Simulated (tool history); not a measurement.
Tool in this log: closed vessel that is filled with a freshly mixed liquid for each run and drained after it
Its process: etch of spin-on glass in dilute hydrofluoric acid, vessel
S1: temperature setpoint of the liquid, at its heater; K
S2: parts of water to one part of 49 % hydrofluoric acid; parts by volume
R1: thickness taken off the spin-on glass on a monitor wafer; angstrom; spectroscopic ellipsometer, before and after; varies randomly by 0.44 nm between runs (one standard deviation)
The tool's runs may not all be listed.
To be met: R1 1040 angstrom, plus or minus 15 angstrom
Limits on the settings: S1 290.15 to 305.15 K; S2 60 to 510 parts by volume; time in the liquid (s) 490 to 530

run 1 hour=0 | S1=297.15 S2=285 time_in_the_liquid_(s)=490 | R1=606.97
run 2 hour=0.9 | S1=297.15 S2=285 time_in_the_liquid_(s)=490 | R1=607.72
run 3 hour=8.3 | S1=297.15 S2=285 time_in_the_liquid_(s)=490 | R1=610.62
run 4 hour=15.9 | S1=297.15 S2=285 time_in_the_liquid_(s)=530 | R1=655.81
run 5 hour=16.9 | S1=297.15 S2=285 time_in_the_liquid_(s)=530 | R1=650.94
run 6 hour=20.4 | S1=298.65 S2=280 time_in_the_liquid_(s)=530 | R1=704.39
run 7 hour=28 | S1=299.65 S2=270 time_in_the_liquid_(s)=530 | R1=764.94
run 8 hour=28.9 | S1=303.65 S2=240 time_in_the_liquid_(s)=530 | R1=1011.3

Below are 4 possible settings for the next run. Only one of them brings all results inside the allowed miss of their targets. Which is it?
run A hour=29.8 | S1=303.15 S2=245 time_in_the_liquid_(s)=530 | R1=?
run B hour=29.8 | S1=302.65 S2=230 time_in_the_liquid_(s)=530 | R1=?
run C hour=29.8 | S1=304.65 S2=235 time_in_the_liquid_(s)=490 | R1=?
run D hour=29.8 | S1=304.65 S2=260 time_in_the_liquid_(s)=530 | R1=?

move=A R1=979.65
move=B R1=1044.2
move=C R1=1004.4
move=D R1=953.01
A: misses by more than the last run did
B: meets every target
C: misses by more than the last run did
D: misses by more than the last run did
Correct choice: B, which meets every target
